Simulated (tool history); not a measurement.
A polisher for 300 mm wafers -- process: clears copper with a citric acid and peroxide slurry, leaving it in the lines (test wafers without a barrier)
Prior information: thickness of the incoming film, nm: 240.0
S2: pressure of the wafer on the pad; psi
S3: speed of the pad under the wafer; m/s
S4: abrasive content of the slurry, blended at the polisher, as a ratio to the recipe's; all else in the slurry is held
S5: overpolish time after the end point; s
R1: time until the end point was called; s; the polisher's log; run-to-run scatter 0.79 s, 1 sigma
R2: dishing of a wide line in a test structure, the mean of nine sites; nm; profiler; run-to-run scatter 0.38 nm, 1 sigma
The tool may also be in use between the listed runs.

{"run": 1, "day": 0.0, "flow of slurry (ml/min)": 190, "S2": 3.4, "S3": 1.08, "S4": 1, "S5": 18, "R1": 74.025, "R2": 35.501}
{"run": 2, "day": 0.354, "flow of slurry (ml/min)": 190, "S2": 3.1, "S3": 1.08, "S4": 1, "S5": 18, "R1": 81.021, "R2": 31.429}
{"run": 3, "day": 0.479, "flow of slurry (ml/min)": 220, "S2": 3.1, "S3": 1.08, "S4": 1, "S5": 18, "R1": 79.047, "R2": 33.78}
{"run": 4, "day": 0.65, "flow of slurry (ml/min)": 215, "S2": 3.1, "S3": 1.08, "S4": 1, "S5": 18, "R1": 80.621, "R2": 32.535}
{"run": 5, "day": 1.0, "flow of slurry (ml/min)": 190, "S2": 3.1, "S3": 1.08, "S4": 1, "S5": 18, "R1": 81.179, "R2": 32.258}
{"run": 6, "day": 1.125, "flow of slurry (ml/min)": 190, "S2": 3.1, "S3": 1.08, "S4": 0.85, "S5": 18, "R1": 85.126, "R2": 31.129}

Run 7 comes next. What will it give?
{"run": 7, "day": 1.375, "flow of slurry (ml/min)": 185, "S2": 3.1, "S3": 1.08, "S4": 0.85, "S5": 15, "R1": "?", "R2": "?"}

Run 7 produced R1 84.986 s, R2 27.122 nm.

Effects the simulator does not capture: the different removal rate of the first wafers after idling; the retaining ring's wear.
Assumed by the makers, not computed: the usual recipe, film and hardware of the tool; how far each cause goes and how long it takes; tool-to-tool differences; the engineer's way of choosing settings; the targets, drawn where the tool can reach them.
